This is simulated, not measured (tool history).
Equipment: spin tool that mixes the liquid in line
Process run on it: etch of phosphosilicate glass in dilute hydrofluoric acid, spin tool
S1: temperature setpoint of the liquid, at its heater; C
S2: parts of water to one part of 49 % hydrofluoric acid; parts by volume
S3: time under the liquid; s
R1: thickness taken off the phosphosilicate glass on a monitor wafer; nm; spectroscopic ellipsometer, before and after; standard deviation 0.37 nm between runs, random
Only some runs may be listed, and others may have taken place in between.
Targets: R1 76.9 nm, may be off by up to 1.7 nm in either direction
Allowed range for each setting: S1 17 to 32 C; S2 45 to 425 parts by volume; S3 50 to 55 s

| run | hour | S1 | S2 | S3 | R1 |
|---|---|---|---|---|---|
| 1 | 0 | 24 | 235 | 50 | 23.419 |
| 2 | 1.7 | 21.5 | 235 | 50 | 21.516 |
| 3 | 5 | 18.5 | 235 | 50 | 19.195 |
| 4 | 11.1 | 18.5 | 235 | 55 | 21.161 |
| 5 | 12.1 | 18.5 | 235 | 50 | 19.177 |
| 6 | 20.2 | 18.5 | 295 | 50 | 14.448 |
| 7 | 28.7 | 20.5 | 255 | 50 | 18.822 |
| 8 | 32.9 | 22.5 | 220 | 50 | 24.466 |
| 9 | 35.7 | 24 | 195 | 50 | 29.584 |
| 10 | 36.6 | 24 | 195 | 50 | 29.715 |

Which of these 5 next moves meets every target?
| A | 37.5 | 23.5 | 295 | 50 | ? |
| B | 37.5 | 28.5 | 100 | 55 | ? |
| C | 37.5 | 22.5 | 145 | 55 | ? |
| D | 37.5 | 24.5 | 95 | 55 | ? |
| E | 37.5 | 22 | 130 | 50 | ? |

| move | R1 |
|---|---|
| A | 17.453 |
| B | 84.826 |
| C | 43.946 |
| D | 76.957 |
| E | 44.432 |
A: its largest miss is bigger than the last run's
B: the result that was furthest off in the last run now lies on the other side of its target
C: moves toward the targets from the last run without getting all of them in spec
D: each result inside its tolerance
E: moves toward the targets from the last run without getting all of them in spec
The right move is D.
